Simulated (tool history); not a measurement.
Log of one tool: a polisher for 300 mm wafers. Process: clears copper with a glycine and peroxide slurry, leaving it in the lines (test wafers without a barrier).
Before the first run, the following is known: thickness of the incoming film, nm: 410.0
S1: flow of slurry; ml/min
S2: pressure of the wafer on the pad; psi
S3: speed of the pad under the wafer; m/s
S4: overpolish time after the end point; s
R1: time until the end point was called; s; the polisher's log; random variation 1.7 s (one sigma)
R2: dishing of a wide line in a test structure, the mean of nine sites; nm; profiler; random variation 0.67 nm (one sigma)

Run 1, hour 0.0: S1 170 ml/min, S2 1.9 psi, S3 1.10 m/s, S4 11 s. Result: R1 126.090 s, R2 28.810 nm.
Run 2, hour 7.1: S1 170 ml/min, S2 1.9 psi, S3 1.10 m/s, S4 12 s. Result: R1 126.410 s, R2 30.109 nm.
Run 3, hour 9.3: S1 170 ml/min, S2 1.9 psi, S3 1.10 m/s, S4 13 s. Result: R1 120.290 s, R2 31.733 nm.
Run 4, hour 16.9: S1 170 ml/min, S2 2.3 psi, S3 1.10 m/s, S4 13 s. Result: R1 107.420 s, R2 35.954 nm.
Run 5, hour 20.2: S1 195 ml/min, S2 2.3 psi, S3 1.10 m/s, S4 13 s. Result: R1 104.780 s, R2 36.824 nm.
Run 6, hour 24.7: S1 195 ml/min, S2 2.2 psi, S3 1.10 m/s, S4 14 s. Result: R1 108.770 s, R2 38.015 nm.
At hour 29.5: worn pad replaced by a new one.
Run 7, hour 29.5: S1 195 ml/min, S2 2.1 psi, S3 1.10 m/s, S4 15 s. Result: R1 97.614 s, R2 41.474 nm.
Run 8, hour 36.5: S1 180 ml/min, S2 2.1 psi, S3 1.06 m/s, S4 16 s. Result: R1 101.700 s, R2 43.845 nm.
Run 9, hour 44.7: S1 175 ml/min, S2 2.0 psi, S3 1.04 m/s, S4 16 s. Result: R1 110.620 s, R2 41.899 nm.

What will run 10 give?
Run 10, hour 45.4: S1 170 ml/min, S2 2.0 psi, S3 1.04 m/s, S4 16 s. Result: R1 ?, R2 ?.

R1: 112.260 s
R2: 40.344 nm
